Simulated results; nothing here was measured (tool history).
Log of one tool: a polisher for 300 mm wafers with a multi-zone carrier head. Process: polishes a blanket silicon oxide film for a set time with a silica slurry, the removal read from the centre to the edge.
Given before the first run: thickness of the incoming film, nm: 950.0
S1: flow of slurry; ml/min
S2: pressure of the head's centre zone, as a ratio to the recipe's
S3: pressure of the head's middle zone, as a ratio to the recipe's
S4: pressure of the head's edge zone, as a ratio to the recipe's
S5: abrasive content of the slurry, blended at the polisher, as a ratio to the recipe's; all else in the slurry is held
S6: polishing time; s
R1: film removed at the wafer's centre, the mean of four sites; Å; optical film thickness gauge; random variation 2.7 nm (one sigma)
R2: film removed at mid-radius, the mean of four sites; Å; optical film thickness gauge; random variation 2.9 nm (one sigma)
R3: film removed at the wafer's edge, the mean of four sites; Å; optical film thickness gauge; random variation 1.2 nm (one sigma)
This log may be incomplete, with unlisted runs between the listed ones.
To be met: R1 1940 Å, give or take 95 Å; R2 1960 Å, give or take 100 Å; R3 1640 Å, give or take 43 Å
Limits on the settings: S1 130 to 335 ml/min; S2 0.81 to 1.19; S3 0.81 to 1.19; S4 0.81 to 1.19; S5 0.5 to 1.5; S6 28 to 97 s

run,hour,S1,S2,S3,S4,S5,S6,R1,R2,R3
1,0,215,1,1,1,1,62,1766,1804,1828.1
2,3.7,215,1.01,1.01,0.98,1,62,1811.5,1771.9,1784.7
3,8.9,215,1.01,1.01,0.98,1,49,1426.4,1412.2,1433.2
4,16.9,215,1.01,1.01,0.98,1.2,49,1535,1530.8,1490.9
5,23.3,220,1.02,1.03,0.99,1.25,49,1513.9,1584.3,1531.2
6,30.2,220,1.02,1.03,1.03,1.25,49,1570.2,1580.9,1575.1
7,34.6,220,1.02,1.03,1.03,1.25,49,1501.2,1549.6,1556.4
8,35.7,225,1.04,1.04,1.01,1.3,49,1642.1,1556.7,1563
9,44.6,225,1.04,1.06,0.99,1.35,50,1660.4,1684.1,1586.9
10,47.6,230,1.05,1.07,0.99,1.35,50,1651.6,1716.3,1622.7
11,51.5,235,1.07,1.08,0.97,1.35,50,1716.5,1732.7,1581.6
# hour 54.8: worn pad replaced by a new one
12,54.8,240,1.08,1.09,0.97,1.35,50,1911,1881.5,1707.6

Consider the 5 candidate settings below. Which is the only one whose results all fall within their allowed miss of target?
A,58.1,320,1.12,1.15,0.89,1.5,47,?,?,?
B,58.1,255,1.15,1.01,1.05,1.2,52,?,?,?
C,58.1,230,1,1,0.92,1.45,53,?,?,?
D,58.1,200,1.05,1.13,0.92,0.95,58,?,?,?
E,58.1,265,1.01,1.06,1.02,1.35,50,?,?,?

move,R1,R2,R3
A,1910.9,1915.8,1640.5
B,1986.4,1739.9,1812.1
C,1848.3,1851.5,1827.6
D,1836.3,1943.7,1731.2
E,1745.3,1815.3,1785.2
A: in spec on every target
B: its largest miss is bigger than the last run's
C: its largest miss is bigger than the last run's
D: its largest miss is bigger than the last run's
E: its largest miss is bigger than the last run's
Move A is the one to make.
